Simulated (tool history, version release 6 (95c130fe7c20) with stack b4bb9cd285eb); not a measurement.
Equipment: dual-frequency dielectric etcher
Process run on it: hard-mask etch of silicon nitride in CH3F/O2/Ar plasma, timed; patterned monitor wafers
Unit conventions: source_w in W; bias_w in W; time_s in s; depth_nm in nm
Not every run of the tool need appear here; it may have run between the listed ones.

run,hour,source_w,bias_w,time_s,depth_nm
1,0,480,91,87.5,66.218
2,1.2,480,97,87.5,67.527
3,2.1,480,106,87.5,69.271
4,9.9,480,122,87.5,72.268
5,17.7,460,119,87,69.571
6,26.3,440,118,87,67.997
7,32.9,420,117,87,66.081
8,40.3,410,117,87,65.58
9,47.6,400,117,87,64.968
10,52.2,390,117,87,63.789
11,59.1,380,117,87,63.419
12,66.9,370,117,87,62.587
13,67.4,360,117,87,62.3
14,71.8,350,117,87,60.626

Run 15 has not been measured yet. What should we expect?
15,76.7,310,116,87,?

depth_nm: 56.487 nm
